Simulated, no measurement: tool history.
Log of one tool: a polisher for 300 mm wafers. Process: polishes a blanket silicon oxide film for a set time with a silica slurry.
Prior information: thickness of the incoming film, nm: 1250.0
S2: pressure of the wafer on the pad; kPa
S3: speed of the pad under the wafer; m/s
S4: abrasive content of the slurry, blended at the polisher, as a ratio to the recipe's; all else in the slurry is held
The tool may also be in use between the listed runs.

Run 1, hour 0.0: flow of slurry (ml/min) 150, S2 32.4 kPa, S3 1.50 m/s, S4 1.0, polishing time (s) 89. Result: film removed (Å) 5148.8.
Run 2, hour 2.5: flow of slurry (ml/min) 150, S2 37.2 kPa, S3 1.50 m/s, S4 1.0, polishing time (s) 89. Result: film removed (Å) 5846.1.
Run 3, hour 6.1: flow of slurry (ml/min) 130, S2 37.2 kPa, S3 1.50 m/s, S4 1.0, polishing time (s) 89. Result: film removed (Å) 5656.5.
Run 4, hour 11.4: flow of slurry (ml/min) 130, S2 32.4 kPa, S3 1.50 m/s, S4 1.0, polishing time (s) 89. Result: film removed (Å) 5031.5.
Run 5, hour 15.7: flow of slurry (ml/min) 140, S2 37.2 kPa, S3 1.52 m/s, S4 1.0, polishing time (s) 89. Result: film removed (Å) 5926.7.
Run 6, hour 23.4: flow of slurry (ml/min) 150, S2 39.3 kPa, S3 1.52 m/s, S4 1.0, polishing time (s) 89. Result: film removed (Å) 6254.3.
Run 7, hour 26.9: flow of slurry (ml/min) 160, S2 41.4 kPa, S3 1.52 m/s, S4 1.0, polishing time (s) 89. Result: film removed (Å) 6695.5.
Run 8, hour 31.6: flow of slurry (ml/min) 165, S2 42.7 kPa, S3 1.52 m/s, S4 1.0, polishing time (s) 89. Result: film removed (Å) 6945.3.
Run 9, hour 37.2: flow of slurry (ml/min) 170, S2 44.1 kPa, S3 1.52 m/s, S4 1.0, polishing time (s) 89. Result: film removed (Å) 7193.7.

Run 10 has not been measured yet. What should we expect?
Run 10, hour 42.3: flow of slurry (ml/min) 170, S2 45.5 kPa, S3 1.52 m/s, S4 1.0, polishing time (s) 89. Result: film removed (Å) ?.

{"run 10": {"film removed (Å)": 7475.6}}
